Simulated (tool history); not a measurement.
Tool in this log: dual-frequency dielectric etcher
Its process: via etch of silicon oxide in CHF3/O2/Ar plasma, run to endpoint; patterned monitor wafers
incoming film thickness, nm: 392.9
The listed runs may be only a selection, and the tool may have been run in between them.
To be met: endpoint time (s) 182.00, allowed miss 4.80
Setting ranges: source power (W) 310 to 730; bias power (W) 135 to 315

Run 1, hour 0.0: source power (W) 520, bias power (W) 225. Result: endpoint time (s) 206.47.
Run 2, hour 0.9: source power (W) 430, bias power (W) 225. Result: endpoint time (s) 225.35.
Run 3, hour 1.5: source power (W) 490, bias power (W) 231. Result: endpoint time (s) 207.58.
Run 4, hour 7.4: source power (W) 490, bias power (W) 200. Result: endpoint time (s) 219.23.
Run 5, hour 8.3: source power (W) 490, bias power (W) 227. Result: endpoint time (s) 209.94.
Run 6, hour 9.3: source power (W) 530, bias power (W) 231. Result: endpoint time (s) 199.95.
Run 7, hour 14.8: source power (W) 550, bias power (W) 233. Result: endpoint time (s) 196.96.
Run 8, hour 19.8: source power (W) 570, bias power (W) 235. Result: endpoint time (s) 192.91.

4 next moves are on the table. One of them brings every result within its allowed miss. Which?
Run A, hour 24.8: source power (W) 490, bias power (W) 230. Result: endpoint time (s) ?.
Run B, hour 24.8: source power (W) 640, bias power (W) 248. Result: endpoint time (s) ?.
Run C, hour 24.8: source power (W) 490, bias power (W) 209. Result: endpoint time (s) ?.
Run D, hour 24.8: source power (W) 690, bias power (W) 248. Result: endpoint time (s) ?.

move  endpoint time (s)
   A             207.78
   B             179.51
   C             212.96
   D             173.46
A: its largest miss is bigger than the last run's
B: every result lands within tolerance
C: its largest miss is bigger than the last run's
D: takes the biggest miss from the last run beyond its target
Correct choice: B, which meets every target

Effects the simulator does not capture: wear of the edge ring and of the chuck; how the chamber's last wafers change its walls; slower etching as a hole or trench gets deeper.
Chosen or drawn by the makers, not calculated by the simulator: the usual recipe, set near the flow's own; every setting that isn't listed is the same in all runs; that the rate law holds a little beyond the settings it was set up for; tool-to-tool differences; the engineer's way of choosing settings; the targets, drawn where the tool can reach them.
